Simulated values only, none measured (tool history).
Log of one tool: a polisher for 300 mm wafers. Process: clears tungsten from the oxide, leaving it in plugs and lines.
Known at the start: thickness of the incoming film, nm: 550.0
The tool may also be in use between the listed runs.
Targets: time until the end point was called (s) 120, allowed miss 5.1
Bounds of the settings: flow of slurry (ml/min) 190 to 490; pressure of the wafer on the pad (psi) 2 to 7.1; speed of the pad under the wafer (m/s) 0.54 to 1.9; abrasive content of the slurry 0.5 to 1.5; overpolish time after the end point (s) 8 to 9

run	hour	flow of slurry (ml/min)	pressure of the wafer on the pad (psi)	speed of the pad under the wafer (m/s)	abrasive content of the slurry	overpolish time after the end point (s)	time until the end point was called (s)
1	0	315	4.5	1.22	1	9	71.474
2	5.2	315	5.4	1.22	1	9	59.328
3	9.7	315	5.4	1.22	1	9	60.164
4	12.6	315	5.4	1.46	1	9	49.752
5	17.1	315	4.9	1.42	1	9	55.87
6	21.3	315	4.9	1.42	1	8	56.311
7	23	315	4.5	1.38	1	8	64.481
8	27.8	315	4.2	1.36	1	8	66.438
9	33.5	315	3.9	1.32	1	8	76.314
10	41.9	315	2.6	1.3	1	8	113.34

5 next moves are on the table. One of them brings every result within its allowed miss. Which?
A	50.3	235	3.2	1.02	1	8	?
B	50.3	320	2	1.48	1	9	?
C	50.3	270	2.1	1.48	0.8	9	?
D	50.3	235	2.4	1.32	0.9	9	?
E	50.3	330	2.8	1.3	1.1	8	?

move	time until the end point was called (s)
A	123.06
B	129.32
C	132.86
D	129.42
E	103.98
A: meets every target
B: takes the result that was furthest off past its target
C: takes the result that was furthest off past its target
D: takes the result that was furthest off past its target
E: further off than the last run
The right move is A.
